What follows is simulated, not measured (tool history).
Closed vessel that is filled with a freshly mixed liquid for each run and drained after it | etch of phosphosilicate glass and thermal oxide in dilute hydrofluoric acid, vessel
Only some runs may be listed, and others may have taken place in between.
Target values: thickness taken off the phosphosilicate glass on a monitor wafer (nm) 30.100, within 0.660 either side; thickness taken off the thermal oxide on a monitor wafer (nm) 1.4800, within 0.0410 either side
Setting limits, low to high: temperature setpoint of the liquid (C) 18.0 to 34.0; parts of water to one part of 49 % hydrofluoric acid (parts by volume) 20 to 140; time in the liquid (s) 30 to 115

| run | hour | temperature setpoint of the liquid (C) | parts of water to one part of 49 % hydrofluoric acid (parts by volume) | time in the liquid (s) | thickness taken off the phosphosilicate glass on a monitor wafer (nm) | thickness taken off the thermal oxide on a monitor wafer (nm) |
|---|---|---|---|---|---|---|
| 1 | 0.0 | 26.0 | 75 | 60 | 96.227 | 4.7078 |
| 2 | 6.0 | 28.5 | 75 | 60 | 105.300 | 5.1880 |
| 3 | 7.3 | 26.5 | 85 | 60 | 85.036 | 4.2168 |
| 4 | 9.2 | 26.5 | 85 | 75 | 106.310 | 5.2573 |
| 5 | 10.1 | 26.5 | 85 | 100 | 141.850 | 7.0845 |
| 6 | 11.7 | 25.0 | 95 | 95 | 111.750 | 5.5103 |
| 7 | 17.7 | 24.0 | 105 | 90 | 91.395 | 4.4889 |
| 8 | 26.5 | 23.0 | 110 | 80 | 74.179 | 3.6216 |
| 9 | 29.2 | 22.5 | 115 | 75 | 64.873 | 3.1777 |
| 10 | 35.5 | 21.5 | 120 | 70 | 54.901 | 2.7199 |
| 11 | 36.6 | 21.0 | 125 | 65 | 47.759 | 2.3660 |
| 12 | 43.6 | 18.0 | 140 | 50 | 28.914 | 1.4139 |
| 13 | 47.7 | 18.5 | 140 | 50 | 29.321 | 1.4409 |

Exercise: of the 4 proposed moves below, exactly one satisfies all targets within the stated allowed misses. Which move is it?
| A | 51.8 | 18.0 | 115 | 45 | ? | ? |
| B | 51.8 | 18.0 | 130 | 45 | ? | ? |
| C | 51.8 | 18.0 | 110 | 40 | ? | ? |
| D | 51.8 | 18.0 | 105 | 40 | ? | ? |

| move | thickness taken off the phosphosilicate glass on a monitor wafer (nm) | thickness taken off the thermal oxide on a monitor wafer (nm) |
|---|---|---|
| A | 32.284 | 1.5736 |
| B | 28.138 | 1.3716 |
| C | 30.149 | 1.4696 |
| D | 31.744 | 1.5473 |
A: pushes the last run's worst result past its target
B: lands further from the targets than the last run did
C: every result lands within tolerance
D: pushes the last run's worst result past its target
The move that meets every target is C.

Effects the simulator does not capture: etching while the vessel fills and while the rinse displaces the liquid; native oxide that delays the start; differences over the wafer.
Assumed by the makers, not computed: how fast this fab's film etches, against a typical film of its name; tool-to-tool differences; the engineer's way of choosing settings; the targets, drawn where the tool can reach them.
